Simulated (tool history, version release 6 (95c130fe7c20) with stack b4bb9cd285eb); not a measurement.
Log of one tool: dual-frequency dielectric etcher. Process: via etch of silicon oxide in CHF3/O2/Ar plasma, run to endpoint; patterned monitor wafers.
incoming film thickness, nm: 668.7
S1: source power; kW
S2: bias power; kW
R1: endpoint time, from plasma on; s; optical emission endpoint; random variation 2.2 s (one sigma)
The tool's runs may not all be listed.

run  hour    S1     S2      R1
  1     0  0.46  0.167  376.07
  2   5.7  0.51  0.167  363.08
  3   9.4  0.47  0.167  375.88
  4  17.2  0.42  0.167  385.24
  5    21  0.46  0.176  370.15
  6  23.9  0.46  0.155  386.98
  7    25  0.49  0.163  371.72

Run 8 comes next. What will it give?
  8  32.8  0.52  0.169   ?

R1: 367.32 s
